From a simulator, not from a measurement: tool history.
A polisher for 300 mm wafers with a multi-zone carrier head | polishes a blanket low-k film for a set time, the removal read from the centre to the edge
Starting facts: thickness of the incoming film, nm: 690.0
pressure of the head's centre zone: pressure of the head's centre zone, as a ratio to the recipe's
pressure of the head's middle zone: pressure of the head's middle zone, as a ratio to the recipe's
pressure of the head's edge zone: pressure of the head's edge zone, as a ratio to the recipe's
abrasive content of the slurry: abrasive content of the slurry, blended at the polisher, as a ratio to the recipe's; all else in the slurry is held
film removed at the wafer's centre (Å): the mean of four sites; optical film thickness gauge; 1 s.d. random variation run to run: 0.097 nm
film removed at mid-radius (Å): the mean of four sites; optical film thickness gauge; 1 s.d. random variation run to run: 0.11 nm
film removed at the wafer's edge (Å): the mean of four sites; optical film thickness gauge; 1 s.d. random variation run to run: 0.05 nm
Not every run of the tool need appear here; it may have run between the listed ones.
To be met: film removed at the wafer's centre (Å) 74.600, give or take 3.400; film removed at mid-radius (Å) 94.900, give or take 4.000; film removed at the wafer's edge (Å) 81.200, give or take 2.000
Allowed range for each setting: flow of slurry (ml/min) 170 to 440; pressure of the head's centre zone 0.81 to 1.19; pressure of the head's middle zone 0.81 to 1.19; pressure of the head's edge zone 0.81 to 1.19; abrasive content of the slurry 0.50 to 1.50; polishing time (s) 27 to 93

run,hour,flow of slurry (ml/min),pressure of the head's centre zone,pressure of the head's middle zone,pressure of the head's edge zone,abrasive content of the slurry,polishing time (s),film removed at the wafer's centre (Å),film removed at mid-radius (Å),film removed at the wafer's edge (Å)
1,0.0,280,1.00,1.00,1.00,1.00,59,136.080,139.530,135.030
2,7.0,280,1.00,1.00,1.00,1.15,59,149.340,151.960,145.550
3,10.5,280,1.00,1.00,1.00,0.95,59,134.450,131.240,130.110
4,18.4,280,1.00,1.00,1.00,0.95,70,157.490,157.370,154.690
5,22.9,275,0.97,1.02,0.97,0.85,66,129.310,137.950,130.770
6,27.4,275,1.05,1.02,0.97,0.85,66,140.000,137.510,132.840
7,29.5,275,1.05,1.02,0.97,0.85,66,143.690,139.630,133.360
8,30.9,265,1.02,1.03,0.94,0.80,65,128.250,130.610,121.990
9,36.6,255,0.99,1.03,0.92,0.75,64,113.190,118.520,110.300
10,37.9,245,0.96,1.04,0.90,0.75,64,112.480,122.720,108.780
11,38.7,240,0.93,1.04,0.89,0.70,63,98.422,111.250,99.524
12,39.8,230,0.91,1.04,0.88,0.70,63,96.419,110.040,98.918
13,43.7,225,0.89,1.04,0.87,0.65,63,85.120,101.500,90.114
14,45.4,220,0.88,1.04,0.86,0.65,63,84.315,100.210,88.778
15,47.9,215,0.87,1.04,0.85,0.65,63,84.475,100.780,88.225

Of the 4 settings listed for the next run, only one would bring every result within its allowed miss of target. Which one?
A,50.4,195,0.84,1.19,0.81,0.65,60,?,?,?
B,50.4,235,0.89,1.14,0.81,0.60,61,?,?,?
C,50.4,210,0.87,1.10,0.88,0.85,44,?,?,?
D,50.4,235,0.82,1.19,0.81,0.75,50,?,?,?

move,film removed at the wafer's centre (Å),film removed at mid-radius (Å),film removed at the wafer's edge (Å)
A,75.454,104.750,81.097
B,75.802,95.328,76.090
C,75.767,94.766,81.315
D,74.030,104.940,80.633
A: gets the furthest-off result to its target, but another result is out of tolerance
B: moves the result that the last run missed by most past its target, out the other side
C: hits every target within its allowed miss
D: gets the furthest-off result to its target, but another result is out of tolerance
Correct choice: C, which meets every target

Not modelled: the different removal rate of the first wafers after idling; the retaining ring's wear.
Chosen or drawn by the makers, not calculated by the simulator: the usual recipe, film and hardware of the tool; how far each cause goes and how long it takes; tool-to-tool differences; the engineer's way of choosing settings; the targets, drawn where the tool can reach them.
